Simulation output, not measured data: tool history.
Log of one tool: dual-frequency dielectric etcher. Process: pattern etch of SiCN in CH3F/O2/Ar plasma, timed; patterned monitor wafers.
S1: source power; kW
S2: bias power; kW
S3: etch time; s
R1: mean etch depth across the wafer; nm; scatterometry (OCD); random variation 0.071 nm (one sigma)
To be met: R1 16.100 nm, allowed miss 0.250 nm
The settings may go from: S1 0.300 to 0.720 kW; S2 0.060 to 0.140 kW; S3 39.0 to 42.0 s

run 1 hour=0.0 | S1=0.510 S2=0.100 S3=42.0 | R1=17.544
run 2 hour=2.3 | S1=0.600 S2=0.100 S3=42.0 | R1=18.667
run 3 hour=7.4 | S1=0.600 S2=0.107 S3=42.0 | R1=18.982
run 4 hour=13.4 | S1=0.600 S2=0.098 S3=42.0 | R1=18.416
run 5 hour=20.7 | S1=0.560 S2=0.097 S3=42.0 | R1=17.885
run 6 hour=26.0 | S1=0.520 S2=0.097 S3=42.0 | R1=17.475
run 7 hour=31.5 | S1=0.490 S2=0.096 S3=42.0 | R1=17.088
run 8 hour=35.2 | S1=0.470 S2=0.095 S3=42.0 | R1=16.749

Which of these 4 next moves meets every target?
run A hour=38.9 | S1=0.480 S2=0.106 S3=40.0 | R1=?
run B hour=38.9 | S1=0.490 S2=0.093 S3=41.5 | R1=?
run C hour=38.9 | S1=0.450 S2=0.095 S3=41.0 | R1=?
run D hour=38.9 | S1=0.430 S2=0.091 S3=41.0 | R1=?

move=A R1=16.638
move=B R1=16.674
move=C R1=16.092
move=D R1=15.622
A: nearer than the last run, and not there yet
B: nearer than the last run, and not there yet
C: meets every target
D: takes the result that was furthest off past its target
The right move is C.

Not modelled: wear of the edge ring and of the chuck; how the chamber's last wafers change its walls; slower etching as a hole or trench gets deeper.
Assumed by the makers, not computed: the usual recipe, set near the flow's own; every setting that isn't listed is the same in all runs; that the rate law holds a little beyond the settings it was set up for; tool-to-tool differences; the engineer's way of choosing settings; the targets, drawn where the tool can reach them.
